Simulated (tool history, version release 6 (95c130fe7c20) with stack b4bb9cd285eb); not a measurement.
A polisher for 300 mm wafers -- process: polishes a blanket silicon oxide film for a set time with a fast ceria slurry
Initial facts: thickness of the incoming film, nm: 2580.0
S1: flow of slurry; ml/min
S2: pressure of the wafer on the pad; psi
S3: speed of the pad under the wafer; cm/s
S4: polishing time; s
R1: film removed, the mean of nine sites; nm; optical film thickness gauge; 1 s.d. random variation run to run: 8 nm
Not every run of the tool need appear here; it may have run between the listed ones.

run 1 hour=0.0 | S1=235 S2=2.4 S3=84 S4=62 | R1=723.26
run 2 hour=8.9 | S1=235 S2=2.4 S3=84 S4=56 | R1=653.00
run 3 hour=9.5 | S1=185 S2=2.4 S3=84 S4=56 | R1=626.73
run 4 hour=15.0 | S1=185 S2=2.4 S3=96 S4=56 | R1=702.14
run 5 hour=19.1 | S1=225 S2=2.4 S3=96 S4=56 | R1=712.99
run 6 hour=21.5 | S1=225 S2=2.4 S3=84 S4=56 | R1=662.23
run 7 hour=23.2 | S1=245 S2=3.0 S3=86 S4=56 | R1=791.59
run 8 hour=25.4 | S1=255 S2=3.2 S3=88 S4=56 | R1=861.50
run 9 hour=28.3 | S1=265 S2=3.3 S3=88 S4=56 | R1=874.59
run 10 hour=34.3 | S1=265 S2=3.4 S3=90 S4=56 | R1=912.26
run 11 hour=39.3 | S1=265 S2=3.5 S3=92 S4=56 | R1=949.29

Run 12 is up next; what results do you expect?
run 12 hour=46.9 | S1=270 S2=3.6 S3=92 S4=56 | R1=?

{"run 12": {"R1": 980.07}}
